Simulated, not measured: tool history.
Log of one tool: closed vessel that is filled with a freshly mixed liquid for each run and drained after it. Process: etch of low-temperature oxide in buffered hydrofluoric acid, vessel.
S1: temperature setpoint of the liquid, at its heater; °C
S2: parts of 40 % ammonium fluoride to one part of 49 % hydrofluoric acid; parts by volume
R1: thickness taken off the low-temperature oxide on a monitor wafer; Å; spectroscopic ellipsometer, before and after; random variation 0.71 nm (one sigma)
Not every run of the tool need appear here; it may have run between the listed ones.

Run 1, hour 0.0: S1 20.0 °C, S2 13 parts by volume, time in the liquid (s) 30. Result: R1 1009.60 Å.
Run 2, hour 3.3: S1 20.0 °C, S2 13 parts by volume, time in the liquid (s) 30. Result: R1 1019.80 Å.
Run 3, hour 7.4: S1 19.0 °C, S2 13 parts by volume, time in the liquid (s) 30. Result: R1 947.18 Å.
Run 4, hour 14.3: S1 18.5 °C, S2 13 parts by volume, time in the liquid (s) 30. Result: R1 925.04 Å.
Run 5, hour 16.2: S1 18.0 °C, S2 13 parts by volume, time in the liquid (s) 30. Result: R1 888.08 Å.
Run 6, hour 20.8: S1 20.5 °C, S2 13 parts by volume, time in the liquid (s) 30. Result: R1 1023.70 Å.

Run 7 is up next; what results do you expect?
Run 7, hour 29.8: S1 19.5 °C, S2 13 parts by volume, time in the liquid (s) 30. Result: R1 ?.

Run 7 yielded R1 962.18 Å.
